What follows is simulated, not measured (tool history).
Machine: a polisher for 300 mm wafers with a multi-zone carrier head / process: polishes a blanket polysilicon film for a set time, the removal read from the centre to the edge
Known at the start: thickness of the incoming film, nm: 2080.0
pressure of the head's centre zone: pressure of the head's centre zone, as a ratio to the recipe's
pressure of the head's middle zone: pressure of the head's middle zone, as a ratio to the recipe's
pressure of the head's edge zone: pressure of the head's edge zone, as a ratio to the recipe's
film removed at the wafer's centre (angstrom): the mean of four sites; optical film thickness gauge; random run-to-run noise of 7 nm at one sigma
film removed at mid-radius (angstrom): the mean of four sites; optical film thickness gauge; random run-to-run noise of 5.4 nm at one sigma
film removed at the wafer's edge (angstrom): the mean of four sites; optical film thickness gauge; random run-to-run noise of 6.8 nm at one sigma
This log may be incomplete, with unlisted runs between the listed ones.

run,day,flow of slurry (ml/min),pressure of the head's centre zone,pressure of the head's middle zone,pressure of the head's edge zone,polishing time (s),film removed at the wafer's centre (angstrom),film removed at mid-radius (angstrom),film removed at the wafer's edge (angstrom)
1,0.000,210,1.00,1.00,1.00,75,6948.5,6936.2,7164.1
2,0.212,210,1.00,1.00,1.00,65,5939.6,5910.0,6028.5
3,0.358,210,1.00,1.00,1.00,74,6596.1,6712.1,6951.0
4,0.446,205,0.98,1.00,0.99,74,6442.9,6758.5,6877.8
5,0.688,200,0.97,0.99,0.98,74,6437.0,6561.0,6773.6
6,0.775,195,0.95,0.99,0.98,74,6217.6,6639.4,6900.3
7,0.800,190,0.94,0.99,0.97,74,6304.8,6596.1,6701.0

Estimate the outcome of run 8 from the log above:
8,1.000,190,0.92,0.99,0.97,74,?,?,?

film removed at the wafer's centre (angstrom): 6040.0
film removed at mid-radius (angstrom): 6585.4
film removed at the wafer's edge (angstrom): 6783.1
